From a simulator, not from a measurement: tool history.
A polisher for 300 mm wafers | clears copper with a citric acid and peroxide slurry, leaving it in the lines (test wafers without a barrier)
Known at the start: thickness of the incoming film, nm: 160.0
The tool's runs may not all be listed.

run    day  flow of slurry (ml/min)  pressure of the wafer on the pad (psi)  speed of the pad under the wafer (m/s)  abrasive content of the slurry  overpolish time after the end point (s)  time until the end point was called (s)  dishing of a wide line in a test structure (nm)
  1  0.000                      170                                     3.0                                    0.92                             1.0                                       21                                   66.730                                           30.987
  2  0.346                      170                                     3.0                                    0.92                             1.0                                       22                                   70.429                                           33.425
  3  0.488                      170                                     3.5                                    0.92                             1.0                                       22                                   60.960                                           37.060
  4  0.700                      170                                     3.6                                    0.92                             1.0                                       24                                   60.240                                           40.675
  5  0.942                      170                                     3.6                                    0.92                             1.0                                       19                                   58.283                                           33.280
  6  1.233                      170                                     3.6                                    0.92                             1.0                                       20                                   57.478                                           35.393

The next listed run, before its measurement:
  7  1.508                      170                                     3.6                                    0.92                             1.0                                       21                                        ?                                                ?

{"run 7": {"time until the end point was called (s)": 55.392, "dishing of a wide line in a test structure (nm)": 36.385}}

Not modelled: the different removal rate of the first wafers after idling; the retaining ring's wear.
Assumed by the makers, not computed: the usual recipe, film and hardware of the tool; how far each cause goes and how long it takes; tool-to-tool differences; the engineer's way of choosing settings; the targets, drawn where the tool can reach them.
